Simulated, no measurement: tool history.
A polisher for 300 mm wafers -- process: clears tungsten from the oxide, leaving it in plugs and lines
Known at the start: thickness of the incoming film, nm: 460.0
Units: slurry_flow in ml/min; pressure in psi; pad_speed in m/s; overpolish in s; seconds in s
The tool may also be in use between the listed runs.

Run 1, hour 0.0: slurry_flow 180 ml/min, pressure 4.0 psi, pad_speed 1.00 m/s, slurry_solids 1.0, overpolish 9 s. Result: seconds 75.913 s.
Run 2, hour 2.3: slurry_flow 225 ml/min, pressure 4.0 psi, pad_speed 1.00 m/s, slurry_solids 1.0, overpolish 9 s. Result: seconds 75.043 s.
Run 3, hour 8.8: slurry_flow 225 ml/min, pressure 4.0 psi, pad_speed 1.00 m/s, slurry_solids 1.0, overpolish 9 s. Result: seconds 75.269 s.
Run 4, hour 12.3: slurry_flow 250 ml/min, pressure 4.0 psi, pad_speed 1.00 m/s, slurry_solids 1.0, overpolish 9 s. Result: seconds 74.924 s.
Run 5, hour 17.4: slurry_flow 250 ml/min, pressure 3.3 psi, pad_speed 1.00 m/s, slurry_solids 1.0, overpolish 9 s. Result: seconds 90.710 s.
Run 6, hour 19.9: slurry_flow 250 ml/min, pressure 3.3 psi, pad_speed 1.12 m/s, slurry_solids 1.0, overpolish 9 s. Result: seconds 83.384 s.
Run 7, hour 25.1: slurry_flow 250 ml/min, pressure 3.0 psi, pad_speed 1.10 m/s, slurry_solids 1.0, overpolish 9 s. Result: seconds 91.708 s.
Run 8, hour 29.4: slurry_flow 250 ml/min, pressure 2.8 psi, pad_speed 1.10 m/s, slurry_solids 1.0, overpolish 9 s. Result: seconds 96.749 s.

Estimate the outcome of run 9 from the log above:
Run 9, hour 34.8: slurry_flow 250 ml/min, pressure 2.8 psi, pad_speed 1.10 m/s, slurry_solids 1.0, overpolish 9 s. Result: seconds ?.

Run 9 yielded seconds 93.446 s.
